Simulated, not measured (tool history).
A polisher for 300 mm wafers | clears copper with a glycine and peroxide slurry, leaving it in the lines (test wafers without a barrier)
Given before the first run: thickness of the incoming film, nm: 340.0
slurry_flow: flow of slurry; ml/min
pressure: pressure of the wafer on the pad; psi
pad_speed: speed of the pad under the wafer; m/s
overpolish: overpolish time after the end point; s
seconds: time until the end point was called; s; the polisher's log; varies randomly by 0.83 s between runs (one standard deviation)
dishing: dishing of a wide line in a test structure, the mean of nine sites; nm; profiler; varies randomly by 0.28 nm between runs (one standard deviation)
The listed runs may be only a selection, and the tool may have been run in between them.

run 1 hour=0 | slurry_flow=160 pressure=1.8 pad_speed=0.82 overpolish=18 | seconds=91.367 dishing=31.254
run 2 hour=2.5 | slurry_flow=175 pressure=1.7 pad_speed=0.9 overpolish=15 | seconds=87.275 dishing=27.291
run 3 hour=8.4 | slurry_flow=190 pressure=1.7 pad_speed=0.98 overpolish=13 | seconds=81.837 dishing=25.409
run 4 hour=10.8 | slurry_flow=215 pressure=1.7 pad_speed=0.98 overpolish=13 | seconds=82.283 dishing=26.057
run 5 hour=16.8 | slurry_flow=215 pressure=1.7 pad_speed=0.98 overpolish=21 | seconds=79.814 dishing=35.944
run 6 hour=23.1 | slurry_flow=220 pressure=1.7 pad_speed=1.04 overpolish=18 | seconds=76.822 dishing=32.768
run 7 hour=31.3 | slurry_flow=220 pressure=1.7 pad_speed=1.08 overpolish=15 | seconds=75.06 dishing=29.761
run 8 hour=36.2 | slurry_flow=225 pressure=1.7 pad_speed=1.12 overpolish=13 | seconds=73.68 dishing=27.836
run 9 hour=40.8 | slurry_flow=215 pressure=1.7 pad_speed=1.14 overpolish=11 | seconds=73.248 dishing=24.888
-- hour=44.8 head pressure recalibrated
run 10 hour=44.8 | slurry_flow=190 pressure=1.8 pad_speed=1.16 overpolish=10 | seconds=69.093 dishing=24.205
run 11 hour=46.7 | slurry_flow=190 pressure=1.8 pad_speed=1.16 overpolish=10 | seconds=67.682 dishing=24.928

Predict the results of run 12:
run 12 hour=51.9 | slurry_flow=170 pressure=1.8 pad_speed=1.18 overpolish=9 | seconds=? dishing=?

Run 12 yielded seconds 67.818 s, dishing 22.365 nm.

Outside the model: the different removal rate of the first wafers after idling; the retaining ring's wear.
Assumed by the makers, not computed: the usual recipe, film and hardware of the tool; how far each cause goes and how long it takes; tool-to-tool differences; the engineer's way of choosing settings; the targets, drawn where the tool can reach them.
